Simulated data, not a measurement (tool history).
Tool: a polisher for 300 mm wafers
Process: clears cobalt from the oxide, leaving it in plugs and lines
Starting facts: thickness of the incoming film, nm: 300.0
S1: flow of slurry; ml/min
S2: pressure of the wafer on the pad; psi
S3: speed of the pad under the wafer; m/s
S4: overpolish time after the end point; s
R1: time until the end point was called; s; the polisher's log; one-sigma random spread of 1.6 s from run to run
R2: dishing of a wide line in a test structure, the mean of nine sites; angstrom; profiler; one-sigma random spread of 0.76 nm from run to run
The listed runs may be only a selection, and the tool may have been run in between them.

run  hour   S1   S2    S3  S4      R1      R2
  1     0  175  2.4  1.26  23   37.37  667.86
  2   0.9  145  2.4  1.26  23  38.471  652.21
  3   9.5  145  2.3  1.24  24  41.931  648.81
  4  17.2  145  2.1  1.24  24  42.694  635.34
  5  19.8  145  2.1   1.1  24  49.306  599.39
  6  21.9  145  2.3   1.1  24  46.066   635.8
  7  28.3  145  2.2  1.08  25  46.226  628.29
  8  30.2  145  2.1  1.04  27  53.062  627.77

Estimate the outcome of run 9 from the log above:
  9  34.5  145   2  1.02  28   ?   ?

{"run 9": {"R1": 56.308, "R2": 626.94}}

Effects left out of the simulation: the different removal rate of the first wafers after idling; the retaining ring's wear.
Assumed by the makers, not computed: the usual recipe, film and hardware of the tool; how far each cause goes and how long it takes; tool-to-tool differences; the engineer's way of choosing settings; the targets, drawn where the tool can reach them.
